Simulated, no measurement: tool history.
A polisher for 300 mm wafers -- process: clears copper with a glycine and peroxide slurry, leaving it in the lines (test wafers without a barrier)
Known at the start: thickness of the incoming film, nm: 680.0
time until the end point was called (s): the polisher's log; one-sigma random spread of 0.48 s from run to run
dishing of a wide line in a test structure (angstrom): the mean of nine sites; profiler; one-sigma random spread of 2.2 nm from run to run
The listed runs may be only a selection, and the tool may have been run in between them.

run  hour  flow of slurry (ml/min)  pressure of the wafer on the pad (kPa)  speed of the pad under the wafer (m/s)  overpolish time after the end point (s)  time until the end point was called (s)  dishing of a wide line in a test structure (angstrom)
  1   0.0                      195                                    23.4                                    1.14                                       29                                   77.824                                                 1166.6
  2   1.1                      195                                    23.4                                    1.14                                       23                                   77.885                                                 1007.3
  3   8.9                      200                                    26.9                                    1.16                                       23                                   68.148                                                 1138.2
  4  15.3                      200                                    26.9                                    1.16                                       30                                   68.686                                                 1284.2
  5  23.1                      200                                    31.0                                    1.16                                       30                                   60.256                                                 1450.4
  6  24.4                      200                                    31.0                                    0.88                                       30                                   69.376                                                 1320.5
  7  28.7                      205                                    32.4                                    0.98                                       28                                   65.232                                                 1334.5
  8  30.2                      205                                    33.1                                    1.08                                       26                                   59.706                                                 1336.1
     32.2  -- worn pad replaced by a new one
  9  32.2                      205                                    33.8                                    1.14                                       25                                   51.024                                                 1435.9
 10  38.2                      205                                    34.5                                    1.14                                       25                                   50.284                                                 1451.6

Run 11 comes next. What will it give?
 11  44.8                      205                                    35.2                                    1.14                                       25                                        ?                                                      ?

Run 11 came out at time until the end point was called (s) 49.469, dishing of a wide line in a test structure (angstrom) 1514.0.

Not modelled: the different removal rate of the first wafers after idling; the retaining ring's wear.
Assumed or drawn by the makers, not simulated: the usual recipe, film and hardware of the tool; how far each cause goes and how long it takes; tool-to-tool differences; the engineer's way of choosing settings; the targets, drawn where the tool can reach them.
